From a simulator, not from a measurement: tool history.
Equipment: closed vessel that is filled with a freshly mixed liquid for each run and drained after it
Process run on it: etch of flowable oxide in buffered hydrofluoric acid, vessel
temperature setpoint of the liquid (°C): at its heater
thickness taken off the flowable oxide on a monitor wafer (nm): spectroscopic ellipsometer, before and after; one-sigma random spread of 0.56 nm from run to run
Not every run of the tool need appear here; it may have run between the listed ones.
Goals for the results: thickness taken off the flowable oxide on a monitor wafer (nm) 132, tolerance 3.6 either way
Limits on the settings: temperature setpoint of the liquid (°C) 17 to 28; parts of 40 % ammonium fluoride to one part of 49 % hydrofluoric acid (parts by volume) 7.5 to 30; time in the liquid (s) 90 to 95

run,hour,temperature setpoint of the liquid (°C),parts of 40 % ammonium fluoride to one part of 49 % hydrofluoric acid (parts by volume),time in the liquid (s),thickness taken off the flowable oxide on a monitor wafer (nm)
1,0,20,20.5,90,81.663
2,7.1,22,20,90,92.893
3,15.5,23.5,20,90,101.2
4,24.3,23.5,20,90,101.33
5,26.9,24.5,20,90,105.83
6,30.3,24.5,20,90,106.16
7,34.2,25.5,20,90,111.84
8,39.5,25.5,20,90,112.97
9,46.8,26,20,90,116
10,52.4,26.5,20,90,118.44
11,55.7,27,20,90,121.49
12,62.4,27.5,19.5,90,127.77

Exactly one of the 4 candidate moves below puts every result within its allowed miss. Which one?
A,69.1,27.5,19,90,?
B,69.1,24,17,90,?
C,69.1,26,19.5,95,?
D,69.1,26,17.5,95,?

move,thickness taken off the flowable oxide on a monitor wafer (nm)
A,131.43
B,121.35
C,124.74
D,138.77
A: each result inside its tolerance
B: moves away from the targets compared with the last run
C: moves away from the targets compared with the last run
D: pushes the last run's worst result past its target
Answer: A
